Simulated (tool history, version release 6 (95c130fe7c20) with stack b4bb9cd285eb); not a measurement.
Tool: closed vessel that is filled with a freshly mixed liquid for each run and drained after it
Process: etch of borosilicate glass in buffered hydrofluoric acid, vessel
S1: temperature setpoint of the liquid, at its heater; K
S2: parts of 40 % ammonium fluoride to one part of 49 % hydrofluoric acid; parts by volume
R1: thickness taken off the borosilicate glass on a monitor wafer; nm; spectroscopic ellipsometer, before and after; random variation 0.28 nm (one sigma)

{"run": 1, "day": 0.0, "S1": 296.15, "S2": 8, "time in the liquid (s)": 30, "R1": 40.64}
{"run": 2, "day": 0.029, "S1": 296.15, "S2": 6, "time in the liquid (s)": 30, "R1": 54.613}
{"run": 3, "day": 0.271, "S1": 295.15, "S2": 6, "time in the liquid (s)": 30, "R1": 51.003}
{"run": 4, "day": 0.325, "S1": 294.65, "S2": 6, "time in the liquid (s)": 30, "R1": 49.675}
{"run": 5, "day": 0.671, "S1": 294.15, "S2": 6, "time in the liquid (s)": 30, "R1": 48.293}
{"run": 6, "day": 0.921, "S1": 294.15, "S2": 8, "time in the liquid (s)": 30, "R1": 36.148}
{"run": 7, "day": 1.012, "S1": 293.65, "S2": 8, "time in the liquid (s)": 30, "R1": 35.068}

Forecast run 8:
{"run": 8, "day": 1.038, "S1": 292.65, "S2": 8, "time in the liquid (s)": 30, "R1": "?"}

R1: 33.221 nm
